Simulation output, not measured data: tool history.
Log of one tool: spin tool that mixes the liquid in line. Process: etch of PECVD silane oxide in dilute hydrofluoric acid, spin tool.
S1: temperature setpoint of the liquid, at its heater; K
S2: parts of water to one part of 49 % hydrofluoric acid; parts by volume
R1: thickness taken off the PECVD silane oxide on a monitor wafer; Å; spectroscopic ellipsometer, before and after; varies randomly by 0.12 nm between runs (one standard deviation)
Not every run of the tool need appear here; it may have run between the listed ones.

run 1 day=0.000 | S1=294.15 S2=90 time_under_the_liquid_(s)=75 | R1=178.05
run 2 day=0.042 | S1=291.15 S2=90 time_under_the_liquid_(s)=75 | R1=156.73
run 3 day=0.329 | S1=292.15 S2=90 time_under_the_liquid_(s)=75 | R1=161.34
run 4 day=0.371 | S1=292.15 S2=90 time_under_the_liquid_(s)=75 | R1=163.70
run 5 day=0.592 | S1=293.15 S2=90 time_under_the_liquid_(s)=75 | R1=170.66
run 6 day=0.896 | S1=293.15 S2=90 time_under_the_liquid_(s)=60 | R1=136.72
run 7 day=0.929 | S1=294.15 S2=85 time_under_the_liquid_(s)=60 | R1=150.00

Forecast run 8:
run 8 day=1.279 | S1=294.65 S2=80 time_under_the_liquid_(s)=60 | R1=?

Run 8 gave R1 165.36 Å.
